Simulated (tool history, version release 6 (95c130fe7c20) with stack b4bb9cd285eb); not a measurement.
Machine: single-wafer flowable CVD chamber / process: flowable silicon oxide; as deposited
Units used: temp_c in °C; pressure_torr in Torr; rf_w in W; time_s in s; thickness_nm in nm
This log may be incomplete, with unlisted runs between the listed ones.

run	hour	temp_c	pressure_torr	rf_w	time_s	thickness_nm
1	0	95	0.564	1825	732	317.35
2	7.9	95	0.635	1825	732	352.73
3	11.5	95	0.682	1825	732	383.82
4	16.5	97	0.681	1825	732	354.41
5	19.8	99	0.681	1825	732	330.16
6	24.3	93	0.681	1825	732	412.68
7	32.8	96	0.68	1825	732	362.16
8	38.9	96	0.68	1825	732	364.97

Forecast run 9:
9	46.7	106	0.678	1825	732	?

Run 9 produced thickness_nm 252.5 nm.
